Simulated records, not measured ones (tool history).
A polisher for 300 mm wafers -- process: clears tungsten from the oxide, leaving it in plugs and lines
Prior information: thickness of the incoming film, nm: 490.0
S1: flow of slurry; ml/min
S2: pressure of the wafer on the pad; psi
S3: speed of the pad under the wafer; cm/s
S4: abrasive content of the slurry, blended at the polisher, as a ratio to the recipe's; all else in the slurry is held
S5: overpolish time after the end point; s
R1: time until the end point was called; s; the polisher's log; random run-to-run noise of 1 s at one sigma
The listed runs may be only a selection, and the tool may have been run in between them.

{"run": 1, "day": 0.0, "S1": 270, "S2": 2.4, "S3": 98, "S4": 1, "S5": 14, "R1": 207.25}
{"run": 2, "day": 0.15, "S1": 270, "S2": 1.8, "S3": 98, "S4": 1, "S5": 14, "R1": 267.29}
{"run": 3, "day": 0.404, "S1": 270, "S2": 2.5, "S3": 100, "S4": 1, "S5": 14, "R1": 191.2}
{"run": 4, "day": 0.729, "S1": 295, "S2": 2.5, "S3": 100, "S4": 1, "S5": 14, "R1": 191.77}
{"run": 5, "day": 1.029, "S1": 295, "S2": 2.9, "S3": 100, "S4": 1, "S5": 14, "R1": 164.8}
{"run": 6, "day": 1.079, "S1": 295, "S2": 2.9, "S3": 122, "S4": 1, "S5": 14, "R1": 136.89}

Forecast run 7:
{"run": 7, "day": 1.408, "S1": 295, "S2": 3.1, "S3": 122, "S4": 1, "S5": 14, "R1": "?"}

Run 7 measured R1 130.19 s.
